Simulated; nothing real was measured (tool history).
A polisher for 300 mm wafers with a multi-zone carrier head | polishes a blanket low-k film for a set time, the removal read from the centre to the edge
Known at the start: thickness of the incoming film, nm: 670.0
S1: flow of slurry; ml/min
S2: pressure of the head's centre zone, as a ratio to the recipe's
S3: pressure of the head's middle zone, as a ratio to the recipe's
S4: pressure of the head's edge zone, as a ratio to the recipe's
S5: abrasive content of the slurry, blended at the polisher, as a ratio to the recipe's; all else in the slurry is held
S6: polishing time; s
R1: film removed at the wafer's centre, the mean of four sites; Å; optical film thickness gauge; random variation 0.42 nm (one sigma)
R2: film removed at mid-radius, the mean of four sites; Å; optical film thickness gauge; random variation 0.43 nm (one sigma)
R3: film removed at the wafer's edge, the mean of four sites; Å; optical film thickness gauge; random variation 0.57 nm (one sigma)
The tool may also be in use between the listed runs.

| run | hour | S1 | S2 | S3 | S4 | S5 | S6 | R1 | R2 | R3 |
|---|---|---|---|---|---|---|---|---|---|---|
| 1 | 0 | 210 | 1 | 1 | 1 | 1 | 48 | 372.7 | 368.45 | 355.26 |
| 2 | 3.8 | 210 | 1 | 1 | 1 | 1.1 | 48 | 386.03 | 382.64 | 369.85 |
| 3 | 5.3 | 210 | 1 | 1 | 0.92 | 1.1 | 48 | 388.52 | 382.87 | 367.33 |
| 4 | 6.1 | 210 | 1 | 1.07 | 0.92 | 1.1 | 48 | 388.42 | 401.37 | 357.66 |
| 5 | 14.2 | 210 | 1 | 1.07 | 0.92 | 1 | 48 | 372.11 | 384.34 | 336.38 |
| 6 | 21.3 | 210 | 1 | 1.07 | 0.92 | 1 | 57 | 432.93 | 463.2 | 398.58 |

Forecast run 7:
| 7 | 29.2 | 210 | 0.98 | 1.05 | 0.95 | 1.05 | 57 | ? | ? | ? |

Run 7 gave R1 430.86 Å, R2 464.23 Å, R3 427.07 Å.

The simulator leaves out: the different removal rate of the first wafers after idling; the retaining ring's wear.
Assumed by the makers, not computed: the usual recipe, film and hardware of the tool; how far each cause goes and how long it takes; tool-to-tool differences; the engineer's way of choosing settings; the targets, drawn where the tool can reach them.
